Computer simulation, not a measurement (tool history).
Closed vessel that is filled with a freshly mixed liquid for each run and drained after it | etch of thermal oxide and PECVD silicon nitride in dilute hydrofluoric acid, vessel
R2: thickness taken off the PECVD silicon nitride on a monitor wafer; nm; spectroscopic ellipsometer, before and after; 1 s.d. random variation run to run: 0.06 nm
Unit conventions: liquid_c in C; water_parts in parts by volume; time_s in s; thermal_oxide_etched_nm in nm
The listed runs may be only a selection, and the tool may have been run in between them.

run 1 hour=0 | liquid_c=21 water_parts=250 time_s=845 | thermal_oxide_etched_nm=12.583 R2=15.94
run 2 hour=4.4 | liquid_c=21 water_parts=250 time_s=585 | thermal_oxide_etched_nm=8.6799 R2=11.018
run 3 hour=10.8 | liquid_c=21 water_parts=215 time_s=585 | thermal_oxide_etched_nm=10.391 R2=12.589
run 4 hour=16.8 | liquid_c=21.5 water_parts=240 time_s=610 | thermal_oxide_etched_nm=9.5775 R2=12.275
run 5 hour=23.6 | liquid_c=18.5 water_parts=240 time_s=610 | thermal_oxide_etched_nm=8.693 R2=10.062
run 6 hour=26.6 | liquid_c=19.5 water_parts=265 time_s=630 | thermal_oxide_etched_nm=8.2153 R2=10.049
run 7 hour=34.3 | liquid_c=20 water_parts=285 time_s=645 | thermal_oxide_etched_nm=7.942 R2=9.968
run 8 hour=40.6 | liquid_c=21 water_parts=305 time_s=660 | thermal_oxide_etched_nm=7.7581 R2=10.084
run 9 hour=48.3 | liquid_c=22 water_parts=325 time_s=675 | thermal_oxide_etched_nm=7.4236 R2=10.313

Forecast run 10:
run 10 hour=54.9 | liquid_c=24.5 water_parts=415 time_s=780 | thermal_oxide_etched_nm=? R2=?

{"run 10": {"thermal_oxide_etched_nm": 6.8356, "R2": 11.063}}
